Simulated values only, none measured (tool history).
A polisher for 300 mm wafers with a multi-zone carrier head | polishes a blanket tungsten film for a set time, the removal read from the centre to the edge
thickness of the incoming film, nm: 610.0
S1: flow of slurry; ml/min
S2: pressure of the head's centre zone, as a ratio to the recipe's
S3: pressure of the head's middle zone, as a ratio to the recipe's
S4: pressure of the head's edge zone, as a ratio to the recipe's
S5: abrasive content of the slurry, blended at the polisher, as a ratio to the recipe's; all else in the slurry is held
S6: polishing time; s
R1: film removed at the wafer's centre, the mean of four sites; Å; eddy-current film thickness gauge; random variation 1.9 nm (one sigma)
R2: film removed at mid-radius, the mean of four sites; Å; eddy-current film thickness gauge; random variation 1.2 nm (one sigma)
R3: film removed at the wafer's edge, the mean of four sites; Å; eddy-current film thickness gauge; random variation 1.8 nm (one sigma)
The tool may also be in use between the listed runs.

run	hour	S1	S2	S3	S4	S5	S6	R1	R2	R3
1	0.0	230	1.00	1.00	1.00	1.00	33	2358.9	2435.9	2377.0
2	4.0	225	0.98	0.98	0.99	0.90	32	2265.0	2265.2	2234.8
3	10.3	225	0.98	0.98	0.99	1.00	32	2265.8	2283.7	2271.9
4	18.7	225	0.98	1.02	0.99	1.00	32	2249.9	2363.0	2255.2
5	22.6	220	0.95	1.01	1.00	0.95	31	2086.6	2238.7	2158.3
6	27.0	215	0.93	0.99	1.01	0.90	30	2016.2	2091.7	2035.9
7	33.5	180	0.83	0.96	1.11	1.05	20	1158.7	1376.9	1460.6
8	37.2	195	0.84	0.96	1.11	1.05	20	1221.7	1380.4	1506.0
9	42.5	205	0.85	0.97	1.11	1.05	20	1194.9	1412.4	1512.9

The next listed run, before its measurement:
10	43.8	215	0.87	0.97	1.11	1.05	20	?	?	?

Run 10 gave R1 1266.0 Å, R2 1397.6 Å, R3 1503.7 Å.
